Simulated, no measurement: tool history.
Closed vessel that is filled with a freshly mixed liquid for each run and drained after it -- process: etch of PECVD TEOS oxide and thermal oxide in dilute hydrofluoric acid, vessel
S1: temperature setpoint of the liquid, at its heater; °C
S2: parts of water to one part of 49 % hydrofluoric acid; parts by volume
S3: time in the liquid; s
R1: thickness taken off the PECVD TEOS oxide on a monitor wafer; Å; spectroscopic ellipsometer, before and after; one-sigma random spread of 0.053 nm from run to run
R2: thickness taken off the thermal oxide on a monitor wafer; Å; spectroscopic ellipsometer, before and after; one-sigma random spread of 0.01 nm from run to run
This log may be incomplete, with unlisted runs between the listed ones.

Run 1, hour 0: S1 25 °C, S2 155 parts by volume, S3 165 s. Result: R1 214.02 Å, R2 50.283 Å.
Run 2, hour 9.3: S1 22.5 °C, S2 175 parts by volume, S3 165 s. Result: R1 171.2 Å, R2 39.455 Å.
Run 3, hour 12.7: S1 21.5 °C, S2 195 parts by volume, S3 165 s. Result: R1 144.96 Å, R2 33.094 Å.
Run 4, hour 21: S1 20.5 °C, S2 210 parts by volume, S3 165 s. Result: R1 128.24 Å, R2 29.105 Å.
Run 5, hour 27.9: S1 22 °C, S2 210 parts by volume, S3 165 s. Result: R1 135.76 Å, R2 31.068 Å.
Run 6, hour 35.8: S1 25 °C, S2 210 parts by volume, S3 165 s. Result: R1 150.58 Å, R2 34.864 Å.

Expected results for the next run?
Run 7, hour 41.4: S1 23 °C, S2 220 parts by volume, S3 165 s. Result: R1 ?, R2 ?.

{"run 7": {"R1": 133.01, "R2": 30.373}}
